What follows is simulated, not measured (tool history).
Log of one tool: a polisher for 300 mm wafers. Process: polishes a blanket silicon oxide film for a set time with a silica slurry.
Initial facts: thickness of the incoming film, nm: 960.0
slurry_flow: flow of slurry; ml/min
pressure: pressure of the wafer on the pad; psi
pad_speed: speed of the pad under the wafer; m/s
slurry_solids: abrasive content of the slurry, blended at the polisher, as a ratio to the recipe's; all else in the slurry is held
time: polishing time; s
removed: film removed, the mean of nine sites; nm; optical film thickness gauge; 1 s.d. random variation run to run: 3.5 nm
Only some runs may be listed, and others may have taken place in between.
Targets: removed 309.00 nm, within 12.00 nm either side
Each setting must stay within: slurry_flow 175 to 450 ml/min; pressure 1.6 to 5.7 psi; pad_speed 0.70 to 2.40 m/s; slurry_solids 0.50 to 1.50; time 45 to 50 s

Run 1, hour 0.0: slurry_flow 290 ml/min, pressure 3.6 psi, pad_speed 1.54 m/s, slurry_solids 1.00, time 50 s. Result: removed 156.65 nm.
Run 2, hour 7.0: slurry_flow 290 ml/min, pressure 3.6 psi, pad_speed 1.54 m/s, slurry_solids 1.00, time 50 s. Result: removed 156.69 nm.
Run 3, hour 10.7: slurry_flow 290 ml/min, pressure 3.6 psi, pad_speed 1.54 m/s, slurry_solids 1.10, time 50 s. Result: removed 164.92 nm.
Run 4, hour 12.9: slurry_flow 350 ml/min, pressure 3.6 psi, pad_speed 1.54 m/s, slurry_solids 1.10, time 50 s. Result: removed 168.76 nm.
Run 5, hour 17.8: slurry_flow 350 ml/min, pressure 3.6 psi, pad_speed 1.54 m/s, slurry_solids 1.10, time 50 s. Result: removed 167.65 nm.
Run 6, hour 19.8: slurry_flow 350 ml/min, pressure 4.0 psi, pad_speed 1.56 m/s, slurry_solids 1.10, time 50 s. Result: removed 185.56 nm.
Run 7, hour 21.6: slurry_flow 350 ml/min, pressure 4.0 psi, pad_speed 1.56 m/s, slurry_solids 1.10, time 50 s. Result: removed 184.86 nm.
At hour 25.0: worn pad replaced by a new one.
Run 8, hour 25.0: slurry_flow 350 ml/min, pressure 4.3 psi, pad_speed 1.60 m/s, slurry_solids 1.10, time 50 s. Result: removed 227.73 nm.
Run 9, hour 32.1: slurry_flow 350 ml/min, pressure 5.1 psi, pad_speed 1.62 m/s, slurry_solids 1.10, time 50 s. Result: removed 268.19 nm.
Run 10, hour 40.2: slurry_flow 350 ml/min, pressure 5.2 psi, pad_speed 1.62 m/s, slurry_solids 1.10, time 50 s. Result: removed 275.87 nm.
Run 11, hour 41.0: slurry_flow 350 ml/min, pressure 5.3 psi, pad_speed 1.62 m/s, slurry_solids 1.10, time 50 s. Result: removed 279.99 nm.
Run 12, hour 43.5: slurry_flow 350 ml/min, pressure 5.4 psi, pad_speed 1.62 m/s, slurry_solids 1.10, time 50 s. Result: removed 282.01 nm.
Run 13, hour 48.7: slurry_flow 350 ml/min, pressure 5.5 psi, pad_speed 1.62 m/s, slurry_solids 1.10, time 50 s. Result: removed 287.61 nm.
Run 14, hour 51.2: slurry_flow 355 ml/min, pressure 5.5 psi, pad_speed 1.62 m/s, slurry_solids 1.10, time 50 s. Result: removed 287.84 nm.
Run 15, hour 56.4: slurry_flow 355 ml/min, pressure 5.6 psi, pad_speed 1.64 m/s, slurry_solids 1.10, time 50 s. Result: removed 294.77 nm.

Which of these 4 next moves meets every target?
Run A, hour 61.6: slurry_flow 320 ml/min, pressure 5.7 psi, pad_speed 1.62 m/s, slurry_solids 1.05, time 49 s. Result: removed ?.
Run B, hour 61.6: slurry_flow 395 ml/min, pressure 5.6 psi, pad_speed 1.70 m/s, slurry_solids 1.10, time 50 s. Result: removed ?.
Run C, hour 61.6: slurry_flow 395 ml/min, pressure 5.7 psi, pad_speed 1.84 m/s, slurry_solids 0.95, time 45 s. Result: removed ?.
Run D, hour 61.6: slurry_flow 335 ml/min, pressure 5.7 psi, pad_speed 1.60 m/s, slurry_solids 1.00, time 50 s. Result: removed ?.

move  removed
   A   285.00
   B   307.23
   C   279.05
   D   282.48
A: misses by more than the last run did
B: each result inside its tolerance
C: misses by more than the last run did
D: misses by more than the last run did
The move that meets every target is B.
